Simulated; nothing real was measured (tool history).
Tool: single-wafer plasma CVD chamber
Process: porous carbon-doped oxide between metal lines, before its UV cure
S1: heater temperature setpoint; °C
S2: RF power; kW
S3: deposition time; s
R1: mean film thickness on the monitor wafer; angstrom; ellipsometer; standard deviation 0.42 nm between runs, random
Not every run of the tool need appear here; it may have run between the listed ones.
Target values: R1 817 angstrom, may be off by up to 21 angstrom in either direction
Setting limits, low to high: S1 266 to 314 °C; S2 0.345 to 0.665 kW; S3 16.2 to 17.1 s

run 1 hour=0 | S1=290 S2=0.505 S3=17.1 | R1=995.94
run 2 hour=5.4 | S1=290 S2=0.505 S3=17.1 | R1=1013.8
run 3 hour=11.4 | S1=295 S2=0.48 S3=17 | R1=920.15
run 4 hour=19.4 | S1=299 S2=0.475 S3=17 | R1=895.13
run 5 hour=25.8 | S1=302 S2=0.47 S3=17 | R1=873
run 6 hour=29.2 | S1=302 S2=0.5 S3=17 | R1=906.67
run 7 hour=31.4 | S1=312 S2=0.455 S3=16.8 | R1=790.9
run 8 hour=36.3 | S1=311 S2=0.455 S3=16.8 | R1=790.75

Next run, 4 choices. One meets every target within its allowed miss, the rest don't. Which?
run A hour=41.2 | S1=314 S2=0.45 S3=16.2 | R1=?
run B hour=41.2 | S1=309 S2=0.495 S3=17.1 | R1=?
run C hour=41.2 | S1=313 S2=0.495 S3=16.2 | R1=?
run D hour=41.2 | S1=306 S2=0.48 S3=17.1 | R1=?

move=A R1=749.56
move=B R1=879.61
move=C R1=815.29
move=D R1=874.51
A: its largest miss is bigger than the last run's
B: moves the result that the last run missed by most past its target, out the other side
C: all results in spec
D: moves the result that the last run missed by most past its target, out the other side
The move that meets every target is C.
